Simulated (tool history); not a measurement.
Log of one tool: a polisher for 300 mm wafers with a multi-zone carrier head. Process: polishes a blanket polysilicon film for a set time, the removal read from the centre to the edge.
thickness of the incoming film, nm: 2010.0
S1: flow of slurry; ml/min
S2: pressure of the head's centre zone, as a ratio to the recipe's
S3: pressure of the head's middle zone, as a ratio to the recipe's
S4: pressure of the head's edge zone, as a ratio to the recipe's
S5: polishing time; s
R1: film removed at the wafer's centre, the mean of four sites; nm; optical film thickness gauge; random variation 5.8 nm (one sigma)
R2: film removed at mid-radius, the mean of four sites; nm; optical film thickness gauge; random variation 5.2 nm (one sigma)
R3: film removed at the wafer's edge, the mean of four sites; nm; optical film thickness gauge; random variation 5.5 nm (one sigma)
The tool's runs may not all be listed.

run	hour	S1	S2	S3	S4	S5	R1	R2	R3
1	0.0	295	1.00	1.00	1.00	64	514.98	497.79	521.40
2	8.0	295	1.01	0.98	0.99	63	517.03	487.59	511.18
3	12.1	295	1.08	0.98	0.99	63	532.27	499.43	509.06
4	20.8	295	1.08	0.96	0.98	62	542.40	473.88	493.37
5	24.0	295	1.07	0.95	0.98	62	533.51	467.07	488.48
6	28.7	290	1.06	0.94	0.98	62	531.36	458.88	479.09
7	36.1	265	1.00	0.84	1.02	61	489.57	417.76	489.21

Forecast run 8:
8	39.6	265	1.00	0.84	1.01	61	?	?	?

{"run 8": {"R1": 484.47, "R2": 413.42, "R3": 491.0}}
